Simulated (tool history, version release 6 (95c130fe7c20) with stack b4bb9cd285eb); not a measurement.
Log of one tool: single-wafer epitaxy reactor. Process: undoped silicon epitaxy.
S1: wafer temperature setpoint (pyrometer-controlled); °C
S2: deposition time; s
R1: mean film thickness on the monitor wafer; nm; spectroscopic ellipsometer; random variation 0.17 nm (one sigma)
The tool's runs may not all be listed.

| run | hour | S1 | S2 | R1 |
|---|---|---|---|---|
| 1 | 0.0 | 660 | 397 | 68.536 |
| 2 | 7.2 | 657 | 397 | 64.038 |
| 3 | 15.4 | 657 | 366 | 58.776 |
| 4 | 18.3 | 655 | 366 | 55.754 |
| 5 | 22.9 | 653 | 366 | 53.390 |
| 6 | 29.8 | 652 | 366 | 51.764 |

The next listed run, before its measurement:
| 7 | 31.4 | 651 | 366 | ? |

{"run 7": {"R1": 50.733}}
